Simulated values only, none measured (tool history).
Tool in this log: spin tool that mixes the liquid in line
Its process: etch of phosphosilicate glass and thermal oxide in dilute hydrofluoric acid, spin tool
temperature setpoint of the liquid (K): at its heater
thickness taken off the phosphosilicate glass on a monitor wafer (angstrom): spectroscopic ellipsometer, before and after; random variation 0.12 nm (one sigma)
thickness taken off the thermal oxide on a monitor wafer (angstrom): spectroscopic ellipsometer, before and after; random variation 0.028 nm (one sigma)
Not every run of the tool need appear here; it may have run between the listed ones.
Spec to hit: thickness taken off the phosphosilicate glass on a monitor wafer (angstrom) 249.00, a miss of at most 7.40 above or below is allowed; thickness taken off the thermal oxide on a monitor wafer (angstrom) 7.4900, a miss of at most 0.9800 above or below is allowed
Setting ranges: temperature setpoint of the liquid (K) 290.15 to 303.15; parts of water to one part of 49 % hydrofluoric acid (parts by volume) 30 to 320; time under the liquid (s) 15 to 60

| run | hour | temperature setpoint of the liquid (K) | parts of water to one part of 49 % hydrofluoric acid (parts by volume) | time under the liquid (s) | thickness taken off the phosphosilicate glass on a monitor wafer (angstrom) | thickness taken off the thermal oxide on a monitor wafer (angstrom) |
|---|---|---|---|---|---|---|
| 1 | 0.0 | 295.15 | 175 | 30 | 216.18 | 6.5372 |
| 2 | 8.2 | 296.15 | 175 | 30 | 225.74 | 6.5991 |
| 3 | 9.6 | 296.65 | 175 | 30 | 230.07 | 7.0328 |
| 4 | 16.0 | 296.65 | 175 | 25 | 190.87 | 5.8788 |
| 5 | 19.4 | 293.15 | 175 | 25 | 168.33 | 4.9013 |
| 6 | 27.7 | 295.65 | 175 | 25 | 183.28 | 5.5797 |
| 7 | 32.0 | 297.15 | 170 | 25 | 203.10 | 6.2654 |
| 8 | 33.9 | 298.15 | 170 | 25 | 210.39 | 6.0669 |
| 9 | 39.9 | 298.65 | 170 | 25 | 213.81 | 6.6456 |
| 10 | 47.1 | 299.15 | 170 | 25 | 216.98 | 6.7045 |
| 11 | 51.2 | 299.65 | 170 | 25 | 223.48 | 7.1084 |
| 12 | 56.2 | 299.65 | 165 | 25 | 231.80 | 6.6791 |
| 13 | 57.4 | 299.65 | 165 | 25 | 230.28 | 6.9296 |
| 14 | 65.9 | 300.15 | 165 | 25 | 234.07 | 7.4695 |

Which of these 4 next moves meets every target?
| A | 74.4 | 303.15 | 195 | 25 | ? | ? |
| B | 74.4 | 301.65 | 150 | 20 | ? | ? |
| C | 74.4 | 303.15 | 155 | 20 | ? | ? |
| D | 74.4 | 298.65 | 150 | 25 | ? | ? |

| move | thickness taken off the phosphosilicate glass on a monitor wafer (angstrom) | thickness taken off the thermal oxide on a monitor wafer (angstrom) |
|---|---|---|
| A | 214.22 | 6.6005 |
| B | 223.43 | 6.8843 |
| C | 226.81 | 6.9885 |
| D | 249.89 | 7.6995 |
A: its largest miss is bigger than the last run's
B: its largest miss is bigger than the last run's
C: its largest miss is bigger than the last run's
D: all results in spec
So the answer is move D, the one that meets all the targets.

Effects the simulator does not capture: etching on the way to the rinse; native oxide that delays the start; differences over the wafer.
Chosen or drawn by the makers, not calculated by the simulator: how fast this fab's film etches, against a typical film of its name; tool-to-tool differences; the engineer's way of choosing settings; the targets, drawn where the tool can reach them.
